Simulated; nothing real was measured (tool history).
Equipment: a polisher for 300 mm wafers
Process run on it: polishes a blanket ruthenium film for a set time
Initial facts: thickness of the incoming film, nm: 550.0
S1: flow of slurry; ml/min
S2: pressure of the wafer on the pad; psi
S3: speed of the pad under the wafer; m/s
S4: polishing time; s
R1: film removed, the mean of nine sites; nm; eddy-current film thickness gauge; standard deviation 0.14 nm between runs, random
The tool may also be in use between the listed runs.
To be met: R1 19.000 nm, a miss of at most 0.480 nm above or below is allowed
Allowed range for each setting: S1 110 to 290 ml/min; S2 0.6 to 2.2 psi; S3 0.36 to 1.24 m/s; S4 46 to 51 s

run	hour	S1	S2	S3	S4	R1
1	0.0	185	1.4	0.80	51	26.838
2	4.2	180	1.3	0.80	51	24.822
3	6.5	175	1.2	0.80	51	23.085
4	9.4	175	1.2	0.80	46	20.745
5	13.4	165	1.2	0.80	46	20.272
6	21.4	160	1.2	0.80	46	20.467
7	25.1	150	1.2	0.80	46	20.485
8	29.0	145	1.2	0.80	46	20.222
9	31.4	125	1.1	0.80	46	17.674
10	33.9	135	1.1	0.80	46	18.036
11	41.4	140	1.1	0.80	46	18.324
12	46.3	145	1.1	0.80	46	18.464

Which single option among these 4 for the next run brings every result within its allowed miss of target? Just one does.
A	51.2	135	1.2	0.70	47	?
B	51.2	145	1.2	0.72	48	?
C	51.2	165	1.0	0.82	47	?
D	51.2	175	1.0	0.78	47	?

move	R1
A	17.848
B	18.987
C	17.989
D	17.369
A: further off than the last run
B: every result within its allowed miss
C: further off than the last run
D: further off than the last run
The right move is B.
